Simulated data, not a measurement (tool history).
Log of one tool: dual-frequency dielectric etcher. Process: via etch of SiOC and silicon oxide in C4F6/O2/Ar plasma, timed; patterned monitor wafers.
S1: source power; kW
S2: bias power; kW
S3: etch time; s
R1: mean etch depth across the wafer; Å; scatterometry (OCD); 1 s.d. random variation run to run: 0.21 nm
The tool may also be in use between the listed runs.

run  hour    S1     S2    S3      R1
  1     0  0.37  0.207    56  710.25
  2   8.1  0.37  0.236    56  745.26
  3  16.4  0.33  0.222  55.5  699.84
  4  20.7  0.33  0.252  55.5  739.26
  5    24  0.33  0.236  55.5  715.97
  6  25.8  0.33  0.218  55.5  696.19
  7  31.8  0.31  0.206    55  661.13

The next listed run, before its measurement:
  8  35.7  0.29  0.202  55   ?

Logged for run 8: R1 655.13 Å.
